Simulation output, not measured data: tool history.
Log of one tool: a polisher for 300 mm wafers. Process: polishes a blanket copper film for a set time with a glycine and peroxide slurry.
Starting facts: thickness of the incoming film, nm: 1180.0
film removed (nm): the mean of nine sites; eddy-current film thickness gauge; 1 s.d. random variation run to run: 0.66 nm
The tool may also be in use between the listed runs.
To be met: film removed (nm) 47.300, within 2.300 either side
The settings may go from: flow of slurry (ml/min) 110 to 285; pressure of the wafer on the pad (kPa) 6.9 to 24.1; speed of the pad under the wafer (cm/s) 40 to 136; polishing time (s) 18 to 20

run	hour	flow of slurry (ml/min)	pressure of the wafer on the pad (kPa)	speed of the pad under the wafer (cm/s)	polishing time (s)	film removed (nm)
1	0.0	180	15.2	88	20	67.935
2	2.8	180	15.2	102	20	78.809
3	7.6	180	15.2	102	20	77.216
4	10.8	180	14.5	100	20	75.932
5	12.1	180	13.8	98	20	69.712
6	15.3	180	13.1	98	20	69.226
7	22.3	180	12.4	96	20	66.195
8	30.0	180	11.7	94	20	62.029
9	34.2	180	11.0	94	20	61.359
10	41.3	180	11.0	94	20	60.641
11	42.0	180	10.3	94	20	60.314
12	43.2	175	6.9	80	19	42.893

Exercise: of the 5 proposed moves below, exactly one satisfies all targets within the stated allowed misses. Which move is it?
A	44.4	200	6.9	74	18	?
B	44.4	160	6.9	72	18	?
C	44.4	175	6.9	68	18	?
D	44.4	190	7.6	92	18	?
E	44.4	190	6.9	62	20	?

move	film removed (nm)
A	39.472
B	37.823
C	37.044
D	46.410
E	39.532
A: further off than the last run
B: further off than the last run
C: further off than the last run
D: all results in spec
E: further off than the last run
So the answer is move D, the one that meets all the targets.
